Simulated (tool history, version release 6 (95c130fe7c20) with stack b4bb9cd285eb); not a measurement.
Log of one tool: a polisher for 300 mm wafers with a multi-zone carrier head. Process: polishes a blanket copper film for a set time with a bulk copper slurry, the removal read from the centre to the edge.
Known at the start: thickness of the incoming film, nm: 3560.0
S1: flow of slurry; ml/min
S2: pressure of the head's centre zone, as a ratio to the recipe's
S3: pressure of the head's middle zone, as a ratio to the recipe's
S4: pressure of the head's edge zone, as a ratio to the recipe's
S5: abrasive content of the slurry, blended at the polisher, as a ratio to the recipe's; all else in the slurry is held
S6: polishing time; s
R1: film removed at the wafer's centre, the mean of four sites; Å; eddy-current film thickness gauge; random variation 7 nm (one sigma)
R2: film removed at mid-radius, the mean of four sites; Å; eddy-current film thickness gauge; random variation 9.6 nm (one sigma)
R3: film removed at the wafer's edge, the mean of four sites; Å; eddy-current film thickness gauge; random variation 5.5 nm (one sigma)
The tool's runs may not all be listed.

run  hour   S1    S2    S3    S4    S5  S6      R1      R2      R3
  1   0.0  120  1.00  1.00  1.00  1.00  88  6436.8  6387.1  6301.6
  2   4.6  130  1.04  1.00  1.04  1.10  89  6980.4  6544.0  6678.1
  3   9.6  130  0.99  1.00  1.04  1.10  89  6593.2  6735.4  6721.5
  4  12.1  130  0.99  1.00  1.10  1.10  89  6607.3  6699.9  6876.0
  5  19.0  140  1.03  1.01  1.11  1.20  91  7295.6  7080.6  7249.9
  6  27.1  145  1.06  1.01  1.12  1.25  93  7773.8  7319.3  7593.5
  7  31.5  155  1.09  1.01  1.12  1.30  94  8286.6  7452.2  7771.3
  8  39.7  160  1.11  1.01  1.12  1.35  95  8748.4  7718.5  7929.6
  9  47.5  165  1.13  1.01  1.13  1.40  96  9008.7  7907.2  8081.0
 10  52.9  170  1.14  1.00  1.13  1.40  97  9284.8  7793.5  8369.0

The next listed run, before its measurement:
 11  59.9  185  1.19  1.04  1.10  1.50  99   ?   ?   ?

{"run 11": {"R1": 10184.0, "R2": 8281.0, "R3": 8374.7}}
